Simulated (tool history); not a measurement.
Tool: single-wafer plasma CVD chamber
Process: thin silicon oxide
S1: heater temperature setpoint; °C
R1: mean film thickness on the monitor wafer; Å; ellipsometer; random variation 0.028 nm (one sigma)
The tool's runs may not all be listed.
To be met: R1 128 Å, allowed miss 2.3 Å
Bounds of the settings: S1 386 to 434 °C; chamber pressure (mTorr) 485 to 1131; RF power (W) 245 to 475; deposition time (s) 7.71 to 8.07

Run 1, day 0: S1 410 °C, chamber pressure (mTorr) 808, RF power (W) 360, deposition time (s) 8.07. Result: R1 149.67 Å.
Run 2, day 0.238: S1 410 °C, chamber pressure (mTorr) 808, RF power (W) 360, deposition time (s) 8.07. Result: R1 149.28 Å.
Run 3, day 0.471: S1 402 °C, chamber pressure (mTorr) 808, RF power (W) 360, deposition time (s) 8.07. Result: R1 150.47 Å.
Run 4, day 0.712: S1 402 °C, chamber pressure (mTorr) 790, RF power (W) 360, deposition time (s) 8.07. Result: R1 146.51 Å.
Run 5, day 1.042: S1 402 °C, chamber pressure (mTorr) 790, RF power (W) 340, deposition time (s) 8.07. Result: R1 144.03 Å.
Run 6, day 1.167: S1 396 °C, chamber pressure (mTorr) 790, RF power (W) 340, deposition time (s) 8.07. Result: R1 144.7 Å.
Run 7, day 1.396: S1 396 °C, chamber pressure (mTorr) 777, RF power (W) 340, deposition time (s) 8.07. Result: R1 141.67 Å.
Run 8, day 1.762: S1 396 °C, chamber pressure (mTorr) 766, RF power (W) 340, deposition time (s) 8.07. Result: R1 140.01 Å.
Run 9, day 2.083: S1 396 °C, chamber pressure (mTorr) 757, RF power (W) 340, deposition time (s) 8.07. Result: R1 138.07 Å.
Run 10, day 2.454: S1 396 °C, chamber pressure (mTorr) 749, RF power (W) 340, deposition time (s) 8.07. Result: R1 136.54 Å.
Run 11, day 2.738: S1 396 °C, chamber pressure (mTorr) 743, RF power (W) 340, deposition time (s) 8.07. Result: R1 135.76 Å.

Which of these 4 next moves meets every target?
Run A, day 3.021: S1 393 °C, chamber pressure (mTorr) 804, RF power (W) 325, deposition time (s) 7.93. Result: R1 ?.
Run B, day 3.021: S1 403 °C, chamber pressure (mTorr) 783, RF power (W) 335, deposition time (s) 8.07. Result: R1 ?.
Run C, day 3.021: S1 393 °C, chamber pressure (mTorr) 788, RF power (W) 395, deposition time (s) 7.71. Result: R1 ?.
Run D, day 3.021: S1 407 °C, chamber pressure (mTorr) 715, RF power (W) 380, deposition time (s) 7.71. Result: R1 ?.

move      R1
   A  141.91
   B  141.34
   C   145.4
   D  128.45
A: further off than the last run
B: further off than the last run
C: further off than the last run
D: meets every target
The right move is D.

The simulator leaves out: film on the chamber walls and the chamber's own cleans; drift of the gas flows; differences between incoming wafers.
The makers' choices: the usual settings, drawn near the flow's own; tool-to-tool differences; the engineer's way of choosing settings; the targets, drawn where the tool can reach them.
